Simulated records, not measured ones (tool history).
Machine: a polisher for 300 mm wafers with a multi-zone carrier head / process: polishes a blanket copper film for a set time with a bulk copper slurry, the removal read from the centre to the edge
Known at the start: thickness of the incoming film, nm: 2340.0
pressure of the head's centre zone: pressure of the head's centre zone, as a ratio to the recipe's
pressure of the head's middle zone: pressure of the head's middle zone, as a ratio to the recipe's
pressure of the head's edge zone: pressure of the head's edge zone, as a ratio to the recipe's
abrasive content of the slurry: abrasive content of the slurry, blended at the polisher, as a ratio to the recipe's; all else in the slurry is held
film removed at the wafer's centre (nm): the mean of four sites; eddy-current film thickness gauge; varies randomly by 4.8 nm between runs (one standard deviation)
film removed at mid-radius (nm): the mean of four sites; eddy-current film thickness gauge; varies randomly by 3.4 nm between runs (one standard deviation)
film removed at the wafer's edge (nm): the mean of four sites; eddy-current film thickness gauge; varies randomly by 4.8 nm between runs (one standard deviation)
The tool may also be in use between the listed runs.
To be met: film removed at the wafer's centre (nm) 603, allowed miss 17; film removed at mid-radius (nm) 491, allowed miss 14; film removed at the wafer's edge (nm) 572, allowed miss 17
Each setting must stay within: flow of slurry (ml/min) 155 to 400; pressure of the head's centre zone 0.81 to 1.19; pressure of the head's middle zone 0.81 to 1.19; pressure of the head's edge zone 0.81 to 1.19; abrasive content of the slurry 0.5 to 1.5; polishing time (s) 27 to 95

run	hour	flow of slurry (ml/min)	pressure of the head's centre zone	pressure of the head's middle zone	pressure of the head's edge zone	abrasive content of the slurry	polishing time (s)	film removed at the wafer's centre (nm)	film removed at mid-radius (nm)	film removed at the wafer's edge (nm)
1	0	255	1	1	1	1	61	419.95	410.69	405.87
2	5.1	255	1.03	1	1	1	61	434.77	406.34	405.97
3	12.2	260	1.04	0.99	1.02	1.05	62	443.88	418.25	422.2
4	18.8	265	1.06	0.97	1.04	1.1	63	460.51	414.89	433.94
5	23.7	270	1.07	0.97	1.06	1.15	64	473.54	428.5	453.82
6	31.4	275	1.09	0.97	1.07	1.2	65	491.86	438.39	460.18
7	35.8	275	1.1	0.96	1.08	1.25	66	505.92	441.45	474.66
8	37.5	280	1.11	0.96	1.09	1.3	67	530.12	453.96	498
9	39.2	345	1.17	0.99	1.19	1.5	67	569.1	490.22	534.88
10	43.9	345	1.17	0.98	1.19	1.5	68	576.66	486.96	544.72

Pick the move, out of 5, that brings all results within their allowed miss; only one does.
A	48.6	340	1.18	0.93	1.19	1.5	71	?	?	?
B	48.6	360	0.98	0.91	1.19	1.5	72	?	?	?
C	48.6	400	1.01	0.89	1.19	1.5	70	?	?	?
D	48.6	360	1.19	0.95	1.07	1.5	69	?	?	?
E	48.6	350	1.06	0.92	1.19	1.4	73	?	?	?

move	film removed at the wafer's centre (nm)	film removed at mid-radius (nm)	film removed at the wafer's edge (nm)
A	601.93	495.15	566.04
B	546.41	495.71	576.22
C	545.65	476.85	563.81
D	591.24	492.17	522.67
E	572.3	499.38	575.6
A: all results in spec
B: brings the last run's worst result on target, with another outside its allowed miss
C: brings the last run's worst result on target, with another outside its allowed miss
D: further off than the last run
E: brings the last run's worst result on target, with another outside its allowed miss
Go with A: it meets all targets.

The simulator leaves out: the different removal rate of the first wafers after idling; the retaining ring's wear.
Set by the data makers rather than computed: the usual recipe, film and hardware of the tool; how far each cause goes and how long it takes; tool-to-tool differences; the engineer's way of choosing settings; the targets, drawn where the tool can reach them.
